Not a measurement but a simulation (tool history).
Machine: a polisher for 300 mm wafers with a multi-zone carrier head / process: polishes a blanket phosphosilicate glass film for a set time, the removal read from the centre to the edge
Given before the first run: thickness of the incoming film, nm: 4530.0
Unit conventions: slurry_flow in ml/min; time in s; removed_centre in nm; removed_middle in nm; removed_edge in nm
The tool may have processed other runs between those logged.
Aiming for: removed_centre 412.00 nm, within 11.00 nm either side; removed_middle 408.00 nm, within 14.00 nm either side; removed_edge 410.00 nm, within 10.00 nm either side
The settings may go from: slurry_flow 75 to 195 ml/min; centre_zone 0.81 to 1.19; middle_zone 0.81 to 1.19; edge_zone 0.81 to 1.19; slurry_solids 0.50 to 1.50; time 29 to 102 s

run,day,slurry_flow,centre_zone,middle_zone,edge_zone,slurry_solids,time,removed_centre,removed_middle,removed_edge
1,0.000,125,1.00,1.00,1.00,1.00,65,339.19,337.15,344.70
2,0.212,125,1.00,1.03,1.00,1.00,65,344.21,355.25,346.86
3,0.475,125,1.00,1.03,1.00,1.10,65,347.64,366.13,359.19
4,0.846,110,1.00,1.03,1.00,1.10,65,336.87,351.86,349.32
5,1.012,110,1.00,0.99,1.00,1.10,65,340.31,341.50,347.33
6,1.183,125,1.00,0.99,1.01,1.10,65,346.68,348.12,361.37
7,1.408,135,1.01,1.00,1.01,1.10,65,362.31,363.08,363.34
8,1.529,145,1.01,1.00,1.02,1.10,65,373.38,370.84,370.58
9,1.825,180,0.99,1.01,1.10,1.10,65,379.59,388.20,393.16
10,1.888,180,1.00,1.01,1.11,1.10,65,384.53,392.97,397.22
11,2.254,195,1.04,1.01,1.13,1.10,65,407.80,391.78,403.38

Next run, 5 choices. One meets every target within its allowed miss, the rest don't. Which?
A,2.621,195,1.09,0.97,1.08,0.85,70,?,?,?
B,2.621,180,1.03,1.02,1.09,1.30,64,?,?,?
C,2.621,195,1.08,1.12,1.08,1.20,62,?,?,?
D,2.621,195,1.07,1.00,1.13,1.20,61,?,?,?
E,2.621,185,1.04,1.05,1.18,1.00,65,?,?,?

move,removed_centre,removed_middle,removed_edge
A,417.51,376.36,389.70
B,411.00,409.52,409.55
C,412.92,423.31,387.84
D,402.14,378.71,391.06
E,387.99,391.88,397.89
A: misses by more than the last run did
B: each result inside its tolerance
C: carries the result that was furthest off beyond its target, to the other side
D: misses by more than the last run did
E: misses by more than the last run did
B meets every target.

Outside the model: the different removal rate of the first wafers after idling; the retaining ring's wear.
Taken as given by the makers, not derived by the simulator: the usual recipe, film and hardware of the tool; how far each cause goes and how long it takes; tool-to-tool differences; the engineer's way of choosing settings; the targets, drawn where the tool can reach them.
